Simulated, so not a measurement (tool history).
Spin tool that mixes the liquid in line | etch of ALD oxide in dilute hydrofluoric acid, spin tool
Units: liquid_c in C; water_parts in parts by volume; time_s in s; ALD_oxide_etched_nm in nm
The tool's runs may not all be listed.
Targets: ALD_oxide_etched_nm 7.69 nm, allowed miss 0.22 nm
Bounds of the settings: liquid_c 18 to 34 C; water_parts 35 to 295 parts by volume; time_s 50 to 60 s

run 1 hour=0 | liquid_c=26 water_parts=165 time_s=60 | ALD_oxide_etched_nm=3.8551
run 2 hour=5.1 | liquid_c=26 water_parts=220 time_s=60 | ALD_oxide_etched_nm=2.7208
run 3 hour=10.7 | liquid_c=29 water_parts=220 time_s=60 | ALD_oxide_etched_nm=3.0325
run 4 hour=13.9 | liquid_c=30 water_parts=195 time_s=60 | ALD_oxide_etched_nm=3.6281
run 5 hour=19.6 | liquid_c=31 water_parts=175 time_s=60 | ALD_oxide_etched_nm=4.3118
run 6 hour=23 | liquid_c=31.5 water_parts=160 time_s=60 | ALD_oxide_etched_nm=4.9407
run 7 hour=24.6 | liquid_c=32 water_parts=150 time_s=60 | ALD_oxide_etched_nm=5.3989
run 8 hour=33.3 | liquid_c=32.5 water_parts=140 time_s=60 | ALD_oxide_etched_nm=5.8957
run 9 hour=40.6 | liquid_c=33 water_parts=135 time_s=60 | ALD_oxide_etched_nm=6.3173
run 10 hour=43.3 | liquid_c=33 water_parts=130 time_s=60 | ALD_oxide_etched_nm=6.5735
run 11 hour=48.6 | liquid_c=33 water_parts=130 time_s=60 | ALD_oxide_etched_nm=6.573
run 12 hour=55.3 | liquid_c=33 water_parts=125 time_s=60 | ALD_oxide_etched_nm=6.8053
-- hour=58.5 hydrofluoric acid flow meter replaced
run 13 hour=58.5 | liquid_c=33 water_parts=120 time_s=60 | ALD_oxide_etched_nm=6.382
run 14 hour=63.5 | liquid_c=33 water_parts=115 time_s=60 | ALD_oxide_etched_nm=6.7832
run 15 hour=70.8 | liquid_c=33 water_parts=110 time_s=60 | ALD_oxide_etched_nm=7.1595

5 next moves are on the table. One of them brings every result within its allowed miss. Which?
run A hour=78.1 | liquid_c=33.5 water_parts=115 time_s=60 | ALD_oxide_etched_nm=?
run B hour=78.1 | liquid_c=34 water_parts=120 time_s=60 | ALD_oxide_etched_nm=?
run C hour=78.1 | liquid_c=32 water_parts=110 time_s=60 | ALD_oxide_etched_nm=?
run D hour=78.1 | liquid_c=32.5 water_parts=95 time_s=50 | ALD_oxide_etched_nm=?
run E hour=78.1 | liquid_c=34 water_parts=105 time_s=60 | ALD_oxide_etched_nm=?

move=A ALD_oxide_etched_nm=6.8801
move=B ALD_oxide_etched_nm=6.6618
move=C ALD_oxide_etched_nm=6.8639
move=D ALD_oxide_etched_nm=6.8972
move=E ALD_oxide_etched_nm=7.7887
A: further off than the last run
B: further off than the last run
C: further off than the last run
D: further off than the last run
E: meets every target
Move E is the one to make.
